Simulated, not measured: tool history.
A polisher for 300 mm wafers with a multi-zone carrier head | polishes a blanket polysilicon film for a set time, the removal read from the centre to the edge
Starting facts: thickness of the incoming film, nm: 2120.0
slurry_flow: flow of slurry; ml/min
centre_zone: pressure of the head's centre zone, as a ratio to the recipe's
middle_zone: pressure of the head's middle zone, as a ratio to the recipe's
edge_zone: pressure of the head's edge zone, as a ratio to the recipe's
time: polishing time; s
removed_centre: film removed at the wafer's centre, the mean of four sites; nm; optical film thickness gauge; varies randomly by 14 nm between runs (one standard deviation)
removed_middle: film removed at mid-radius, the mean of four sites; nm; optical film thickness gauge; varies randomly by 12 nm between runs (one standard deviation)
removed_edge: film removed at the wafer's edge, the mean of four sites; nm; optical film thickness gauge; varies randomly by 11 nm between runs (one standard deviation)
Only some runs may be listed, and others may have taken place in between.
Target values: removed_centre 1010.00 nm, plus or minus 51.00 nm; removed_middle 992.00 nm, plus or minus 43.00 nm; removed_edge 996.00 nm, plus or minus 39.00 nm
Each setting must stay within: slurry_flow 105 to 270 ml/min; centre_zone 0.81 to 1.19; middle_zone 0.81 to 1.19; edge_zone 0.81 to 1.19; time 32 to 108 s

run	hour	slurry_flow	centre_zone	middle_zone	edge_zone	time	removed_centre	removed_middle	removed_edge
1	0.0	175	1.00	1.00	1.00	70	671.94	673.14	674.21
2	0.6	180	1.02	1.02	1.03	76	744.99	740.00	753.79
3	4.9	190	1.04	1.05	1.05	80	801.08	818.52	817.53
4	10.2	190	1.04	1.05	0.98	80	804.89	807.20	786.08
5	12.0	175	1.04	1.05	0.98	80	817.11	820.41	781.63
6	13.3	175	1.04	1.05	1.04	80	791.58	801.25	771.71
7	18.3	195	1.06	1.06	1.03	82	850.04	843.42	822.13
8	19.5	195	1.06	1.06	1.03	82	836.45	845.96	842.68
9	22.8	205	1.09	1.07	1.03	84	888.06	883.73	843.81
10	29.1	210	1.09	1.06	1.04	87	947.84	903.61	880.80
11	35.5	215	1.08	1.06	1.06	89	935.78	911.84	887.76
12	43.5	215	1.08	1.06	1.09	92	973.94	945.25	958.42

Exactly one of the 5 candidate moves below puts every result within its allowed miss. Which one?
A	51.5	210	0.92	1.02	1.18	92	?	?	?
B	51.5	160	1.19	1.17	1.04	91	?	?	?
C	51.5	225	1.05	1.03	1.05	97	?	?	?
D	51.5	250	1.11	1.09	1.02	91	?	?	?
E	51.5	210	1.14	1.11	1.01	91	?	?	?

move	removed_centre	removed_middle	removed_edge
A	852.14	908.60	993.47
B	992.69	967.63	891.58
C	1009.90	974.45	993.66
D	1006.40	971.52	927.15
E	1004.20	965.22	907.46
A: the biggest miss grows against the last run
B: brings the last run's worst result on target, with another outside its allowed miss
C: every result lands within tolerance
D: brings the last run's worst result on target, with another outside its allowed miss
E: brings the last run's worst result on target, with another outside its allowed miss
The right move is C.

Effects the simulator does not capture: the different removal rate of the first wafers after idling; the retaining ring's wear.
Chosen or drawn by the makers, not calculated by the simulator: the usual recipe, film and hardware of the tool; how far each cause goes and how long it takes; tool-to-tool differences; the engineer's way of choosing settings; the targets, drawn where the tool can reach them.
